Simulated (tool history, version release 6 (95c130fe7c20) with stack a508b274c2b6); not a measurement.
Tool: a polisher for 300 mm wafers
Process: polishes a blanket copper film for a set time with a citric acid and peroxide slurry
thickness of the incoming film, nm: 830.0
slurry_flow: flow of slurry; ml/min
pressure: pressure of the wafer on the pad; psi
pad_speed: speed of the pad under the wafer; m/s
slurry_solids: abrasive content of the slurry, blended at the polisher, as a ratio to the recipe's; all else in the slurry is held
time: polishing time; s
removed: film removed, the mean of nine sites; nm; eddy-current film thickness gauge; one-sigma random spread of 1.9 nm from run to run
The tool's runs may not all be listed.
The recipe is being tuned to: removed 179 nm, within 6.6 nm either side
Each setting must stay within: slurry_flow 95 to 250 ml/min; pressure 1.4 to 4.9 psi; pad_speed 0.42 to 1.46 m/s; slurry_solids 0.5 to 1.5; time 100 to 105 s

run,hour,slurry_flow,pressure,pad_speed,slurry_solids,time,removed
1,0,160,3.1,0.94,1,100,226.09
2,3.2,135,3.1,0.94,1,100,218.41
3,7,135,3.1,0.94,1.15,100,223.9
4,9.1,135,3.4,0.94,1.15,100,247.78
5,11.1,130,3.2,0.94,1.15,100,227.54
6,18.8,130,3.2,1.14,1.15,100,268.46
7,26,125,2.9,1.14,1.15,100,244.12
8,31.8,120,2.7,1.14,1.15,100,232.89
9,39.4,120,2.5,1.14,1.15,100,219.09
10,47.6,120,2.3,1.14,1.15,100,206.54
11,52.9,120,2.2,1.14,1.15,100,201.51
12,58.1,115,1.8,1.14,1.15,100,166.4
13,62.2,115,1.8,1.14,1.15,100,168.94
14,64.9,120,1.8,1.14,1.15,100,174.78

Exercise: of the 4 proposed moves below, exactly one satisfies all targets within the stated allowed misses. Which move is it?
A,67.6,130,1.7,1.12,1.2,101,?
B,67.6,155,2,1.18,1.15,101,?
C,67.6,140,1.9,1.1,1.1,104,?
D,67.6,95,1.9,1.04,1.35,100,?

move,removed
A,164.17
B,194.59
C,179.39
D,164.05
A: the biggest miss grows against the last run
B: takes the result that was furthest off past its target
C: in spec on every target
D: the biggest miss grows against the last run
Move C is the one to make.
